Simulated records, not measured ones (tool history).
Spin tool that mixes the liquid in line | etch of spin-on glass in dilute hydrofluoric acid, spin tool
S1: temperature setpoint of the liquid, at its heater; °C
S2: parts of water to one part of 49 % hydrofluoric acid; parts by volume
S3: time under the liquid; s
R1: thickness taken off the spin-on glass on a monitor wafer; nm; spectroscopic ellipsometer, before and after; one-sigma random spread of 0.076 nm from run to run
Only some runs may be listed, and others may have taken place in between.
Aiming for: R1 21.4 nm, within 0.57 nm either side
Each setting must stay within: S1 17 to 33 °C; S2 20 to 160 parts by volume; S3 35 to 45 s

| run | hour | S1 | S2 | S3 | R1 |
|---|---|---|---|---|---|
| 1 | 0 | 25 | 90 | 45 | 17.732 |
| 2 | 8.7 | 25 | 90 | 45 | 17.75 |
| 3 | 11 | 26 | 90 | 45 | 18.314 |
| 4 | 13.8 | 27 | 90 | 45 | 19.122 |
| 5 | 18.7 | 27 | 90 | 35 | 14.843 |
| 6 | 26.5 | 27.5 | 85 | 35 | 16.091 |
| 7 | 29.2 | 28 | 80 | 35 | 17.608 |
| 8 | 30.8 | 28.5 | 75 | 35 | 19.411 |
| 9 | 32.5 | 29.5 | 75 | 35 | 20.027 |
| 10 | 39.2 | 30 | 75 | 35 | 20.465 |

Which single option among these 5 for the next run brings every result within its allowed miss of target? Just one does.
| A | 45.9 | 29 | 75 | 35 | ? |
| B | 45.9 | 30.5 | 80 | 35 | ? |
| C | 45.9 | 31.5 | 80 | 35 | ? |
| D | 45.9 | 27.5 | 90 | 45 | ? |
| E | 45.9 | 30 | 90 | 45 | ? |

| move | R1 |
|---|---|
| A | 19.681 |
| B | 19.401 |
| C | 20.149 |
| D | 19.486 |
| E | 21.441 |
A: the biggest miss grows against the last run
B: the biggest miss grows against the last run
C: the biggest miss grows against the last run
D: the biggest miss grows against the last run
E: every result within its allowed miss
E meets every target.
